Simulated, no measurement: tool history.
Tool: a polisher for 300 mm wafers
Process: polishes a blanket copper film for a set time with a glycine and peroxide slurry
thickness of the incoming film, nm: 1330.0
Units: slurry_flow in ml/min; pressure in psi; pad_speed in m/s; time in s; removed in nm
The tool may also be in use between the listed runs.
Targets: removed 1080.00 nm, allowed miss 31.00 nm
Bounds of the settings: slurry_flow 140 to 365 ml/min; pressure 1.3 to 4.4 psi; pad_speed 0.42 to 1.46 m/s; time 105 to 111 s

run	day	slurry_flow	pressure	pad_speed	time	removed
1	0.000	235	2.8	0.94	105	586.13
2	0.242	235	2.5	0.94	105	523.83
3	0.579	235	2.5	0.94	111	557.77
4	0.612	235	2.5	0.76	111	484.01
5	0.942	235	2.5	0.76	105	449.54
6	1.262	270	2.5	0.76	105	463.42
7	1.633	275	2.8	0.80	105	526.43
8	1.996	285	3.6	1.06	106	815.95
9	2.196	285	3.7	1.08	106	835.29
10	2.508	285	3.8	1.10	106	886.70
11	2.629	285	3.9	1.10	106	901.12
12	2.746	285	4.0	1.10	106	924.24
13	3.008	285	4.1	1.10	106	947.87
14	3.300	295	4.3	1.14	106	1012.30

4 next moves are on the table. One of them brings every result within its allowed miss. Which?
A	3.592	215	4.3	1.14	107	?
B	3.592	290	4.4	1.08	109	?
C	3.592	250	4.3	1.04	106	?
D	3.592	305	4.4	1.12	111	?

move	removed
A	987.36
B	1015.40
C	922.75
D	1071.40
A: further off than the last run
B: as far off as the last run
C: further off than the last run
D: meets every target
Move D is the one to make.
